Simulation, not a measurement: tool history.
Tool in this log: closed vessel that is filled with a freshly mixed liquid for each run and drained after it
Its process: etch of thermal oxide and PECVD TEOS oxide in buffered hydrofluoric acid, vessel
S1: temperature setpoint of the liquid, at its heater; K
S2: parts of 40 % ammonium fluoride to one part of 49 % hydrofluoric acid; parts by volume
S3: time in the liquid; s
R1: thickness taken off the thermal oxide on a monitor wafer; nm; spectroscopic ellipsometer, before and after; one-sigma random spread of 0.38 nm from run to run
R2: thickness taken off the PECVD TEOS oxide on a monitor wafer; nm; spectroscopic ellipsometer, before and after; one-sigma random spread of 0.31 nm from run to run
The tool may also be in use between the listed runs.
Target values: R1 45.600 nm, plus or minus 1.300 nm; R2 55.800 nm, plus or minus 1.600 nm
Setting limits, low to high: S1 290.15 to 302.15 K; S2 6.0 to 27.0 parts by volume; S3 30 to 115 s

Run 1, hour 0.0: S1 294.15 K, S2 16.5 parts by volume, S3 60 s. Result: R1 36.839 nm, R2 44.693 nm.
Run 2, hour 4.8: S1 294.15 K, S2 20.5 parts by volume, S3 60 s. Result: R1 29.590 nm, R2 36.996 nm.
Run 3, hour 12.8: S1 291.65 K, S2 20.5 parts by volume, S3 60 s. Result: R1 25.916 nm, R2 31.861 nm.
Run 4, hour 15.0: S1 291.65 K, S2 17.0 parts by volume, S3 60 s. Result: R1 31.357 nm, R2 37.997 nm.
Run 5, hour 18.0: S1 294.15 K, S2 17.0 parts by volume, S3 60 s. Result: R1 35.582 nm, R2 43.561 nm.
Run 6, hour 25.5: S1 294.15 K, S2 20.0 parts by volume, S3 60 s. Result: R1 30.422 nm, R2 37.166 nm.
Run 7, hour 29.9: S1 298.15 K, S2 20.0 parts by volume, S3 60 s. Result: R1 37.704 nm, R2 46.544 nm.
Run 8, hour 33.7: S1 299.15 K, S2 20.0 parts by volume, S3 60 s. Result: R1 40.009 nm, R2 48.943 nm.
Run 9, hour 38.9: S1 299.15 K, S2 20.0 parts by volume, S3 60 s. Result: R1 39.752 nm, R2 48.782 nm.
Run 10, hour 45.3: S1 300.15 K, S2 20.0 parts by volume, S3 60 s. Result: R1 42.227 nm, R2 52.205 nm.
Run 11, hour 52.1: S1 300.65 K, S2 20.0 parts by volume, S3 60 s. Result: R1 43.324 nm, R2 52.726 nm.

Consider the 4 candidate settings below. Which is the only one whose results all fall within their allowed miss of target?
Run A, hour 58.9: S1 299.65 K, S2 15.0 parts by volume, S3 50 s. Result: R1 ?, R2 ?.
Run B, hour 58.9: S1 297.15 K, S2 27.0 parts by volume, S3 90 s. Result: R1 ?, R2 ?.
Run C, hour 58.9: S1 293.15 K, S2 27.0 parts by volume, S3 110 s. Result: R1 ?, R2 ?.
Run D, hour 58.9: S1 299.65 K, S2 26.5 parts by volume, S3 75 s. Result: R1 ?, R2 ?.

move      R1      R2
   A  45.268  55.365
   B  43.599  53.323
   C  42.658  52.172
   D  42.178  51.586
A: every result lands within tolerance
B: nearer the targets than the last run, but a result is still out of spec
C: misses by more than the last run did
D: misses by more than the last run did
Correct choice: A, which meets every target
